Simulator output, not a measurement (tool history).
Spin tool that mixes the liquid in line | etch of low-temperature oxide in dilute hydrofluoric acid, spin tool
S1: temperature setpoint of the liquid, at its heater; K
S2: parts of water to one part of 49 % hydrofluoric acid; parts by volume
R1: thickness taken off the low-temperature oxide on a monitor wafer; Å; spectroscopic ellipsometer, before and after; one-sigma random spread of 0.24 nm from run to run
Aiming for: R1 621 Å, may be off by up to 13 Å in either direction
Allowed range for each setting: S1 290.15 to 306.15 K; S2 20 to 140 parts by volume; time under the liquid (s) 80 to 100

run 1 hour=0 | S1=298.15 S2=75 time_under_the_liquid_(s)=100 | R1=187.05
run 2 hour=4.1 | S1=301.65 S2=75 time_under_the_liquid_(s)=100 | R1=215.2
run 3 hour=12.2 | S1=303.65 S2=75 time_under_the_liquid_(s)=100 | R1=234.88
run 4 hour=18 | S1=304.15 S2=65 time_under_the_liquid_(s)=100 | R1=277.41
run 5 hour=19 | S1=301.65 S2=65 time_under_the_liquid_(s)=100 | R1=252.63
run 6 hour=24.4 | S1=301.65 S2=85 time_under_the_liquid_(s)=100 | R1=188.98
run 7 hour=28 | S1=302.15 S2=75 time_under_the_liquid_(s)=100 | R1=220.92
run 8 hour=32.4 | S1=302.65 S2=65 time_under_the_liquid_(s)=100 | R1=261.8
run 9 hour=34 | S1=303.15 S2=60 time_under_the_liquid_(s)=100 | R1=292.81
run 10 hour=37 | S1=303.65 S2=55 time_under_the_liquid_(s)=100 | R1=327.57
run 11 hour=39.9 | S1=304.15 S2=50 time_under_the_liquid_(s)=100 | R1=370.41
run 12 hour=44.1 | S1=304.65 S2=45 time_under_the_liquid_(s)=100 | R1=421.17
run 13 hour=51.8 | S1=304.65 S2=40 time_under_the_liquid_(s)=100 | R1=482.9
run 14 hour=55.8 | S1=304.65 S2=40 time_under_the_liquid_(s)=100 | R1=477.49
run 15 hour=59.1 | S1=305.65 S2=35 time_under_the_liquid_(s)=100 | R1=577.35
run 16 hour=66.1 | S1=306.15 S2=30 time_under_the_liquid_(s)=100 | R1=691.75
run 17 hour=67.4 | S1=305.15 S2=30 time_under_the_liquid_(s)=100 | R1=663.03
run 18 hour=73 | S1=304.65 S2=30 time_under_the_liquid_(s)=100 | R1=648.76
run 19 hour=76 | S1=304.15 S2=30 time_under_the_liquid_(s)=100 | R1=638.22

Consider the 4 candidate settings below. Which is the only one whose results all fall within their allowed miss of target?
run A hour=79 | S1=306.15 S2=30 time_under_the_liquid_(s)=85 | R1=?
run B hour=79 | S1=304.65 S2=30 time_under_the_liquid_(s)=90 | R1=?
run C hour=79 | S1=306.15 S2=30 time_under_the_liquid_(s)=95 | R1=?
run D hour=79 | S1=304.65 S2=30 time_under_the_liquid_(s)=95 | R1=?

move=A R1=586.48
move=B R1=585.37
move=C R1=655.47
move=D R1=617.89
A: carries the result that was furthest off beyond its target, to the other side
B: carries the result that was furthest off beyond its target, to the other side
C: misses by more than the last run did
D: hits every target within its allowed miss
So the answer is move D, the one that meets all the targets.
